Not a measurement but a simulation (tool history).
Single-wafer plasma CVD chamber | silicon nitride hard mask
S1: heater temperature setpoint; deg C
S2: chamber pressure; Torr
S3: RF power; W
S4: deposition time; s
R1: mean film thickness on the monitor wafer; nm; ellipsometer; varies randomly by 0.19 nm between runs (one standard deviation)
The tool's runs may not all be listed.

Run 1, hour 0: S1 385 deg C, S2 1.59 Torr, S3 375 W, S4 45.9 s. Result: R1 58.763 nm.
Run 2, hour 7.6: S1 385 deg C, S2 1.59 Torr, S3 375 W, S4 45.9 s. Result: R1 58.853 nm.
Run 3, hour 15: S1 385 deg C, S2 1.4 Torr, S3 375 W, S4 45.9 s. Result: R1 56.872 nm.
Run 4, hour 16: S1 385 deg C, S2 1.4 Torr, S3 375 W, S4 45.9 s. Result: R1 56.898 nm.
Run 5, hour 21.2: S1 385 deg C, S2 1.4 Torr, S3 375 W, S4 47.3 s. Result: R1 58.564 nm.
Run 6, hour 25.8: S1 385 deg C, S2 1.57 Torr, S3 380 W, S4 47.3 s. Result: R1 60.899 nm.
Run 7, hour 26.5: S1 385 deg C, S2 1.7 Torr, S3 385 W, S4 47.3 s. Result: R1 63.392 nm.
Run 8, hour 27.3: S1 385 deg C, S2 1.8 Torr, S3 385 W, S4 47.3 s. Result: R1 64.372 nm.
Run 9, hour 34.5: S1 385 deg C, S2 1.89 Torr, S3 385 W, S4 47.3 s. Result: R1 65.068 nm.
Run 10, hour 36.7: S1 385 deg C, S2 1.89 Torr, S3 385 W, S4 47.3 s. Result: R1 65.228 nm.
Run 11, hour 45: S1 385 deg C, S2 1.96 Torr, S3 385 W, S4 47.3 s. Result: R1 65.868 nm.
Run 12, hour 53.3: S1 385 deg C, S2 2.01 Torr, S3 390 W, S4 47.3 s. Result: R1 66.952 nm.
Run 13, hour 59.5: S1 385 deg C, S2 2.05 Torr, S3 390 W, S4 47.3 s. Result: R1 67.017 nm.

Run 14, settings as shown, results not yet in. Your forecast:
Run 14, hour 64: S1 385 deg C, S2 2.09 Torr, S3 395 W, S4 47.3 s. Result: R1 ?.

Logged for run 14: R1 68.179 nm.
